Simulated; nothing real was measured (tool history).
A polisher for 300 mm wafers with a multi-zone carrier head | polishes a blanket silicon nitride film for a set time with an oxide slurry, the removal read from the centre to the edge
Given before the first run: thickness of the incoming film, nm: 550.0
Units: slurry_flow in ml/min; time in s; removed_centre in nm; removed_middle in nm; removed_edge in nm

Run 1, hour 0.0: slurry_flow 140 ml/min, centre_zone 1.00, middle_zone 1.00, edge_zone 1.00, slurry_solids 1.0, time 33 s. Result: removed_centre 31.965 nm, removed_middle 29.768 nm, removed_edge 29.579 nm.
Run 2, hour 8.1: slurry_flow 140 ml/min, centre_zone 1.04, middle_zone 1.00, edge_zone 1.00, slurry_solids 1.0, time 33 s. Result: removed_centre 33.116 nm, removed_middle 29.327 nm, removed_edge 29.660 nm.
Run 3, hour 15.9: slurry_flow 140 ml/min, centre_zone 1.04, middle_zone 0.95, edge_zone 1.00, slurry_solids 1.0, time 33 s. Result: removed_centre 33.355 nm, removed_middle 28.490 nm, removed_edge 29.547 nm.
Run 4, hour 21.5: slurry_flow 140 ml/min, centre_zone 1.04, middle_zone 0.95, edge_zone 0.95, slurry_solids 1.0, time 33 s. Result: removed_centre 33.140 nm, removed_middle 28.516 nm, removed_edge 29.513 nm.
Run 5, hour 27.6: slurry_flow 140 ml/min, centre_zone 1.04, middle_zone 0.95, edge_zone 0.95, slurry_solids 1.0, time 24 s. Result: removed_centre 24.315 nm, removed_middle 20.631 nm, removed_edge 21.804 nm.
At hour 28.9: centre zone pressure recalibrated.
Run 6, hour 28.9: slurry_flow 140 ml/min, centre_zone 1.04, middle_zone 0.95, edge_zone 1.00, slurry_solids 1.0, time 24 s. Result: removed_centre 22.765 nm, removed_middle 20.554 nm, removed_edge 21.774 nm.

Estimate the outcome of run 7 from the log above:
Run 7, hour 36.5: slurry_flow 130 ml/min, centre_zone 1.00, middle_zone 0.93, edge_zone 1.00, slurry_solids 0.9, time 24 s. Result: removed_centre ?, removed_middle ?, removed_edge ?.

For run 7 the tool returned removed_centre 20.376 nm, removed_middle 18.893 nm, removed_edge 20.470 nm.

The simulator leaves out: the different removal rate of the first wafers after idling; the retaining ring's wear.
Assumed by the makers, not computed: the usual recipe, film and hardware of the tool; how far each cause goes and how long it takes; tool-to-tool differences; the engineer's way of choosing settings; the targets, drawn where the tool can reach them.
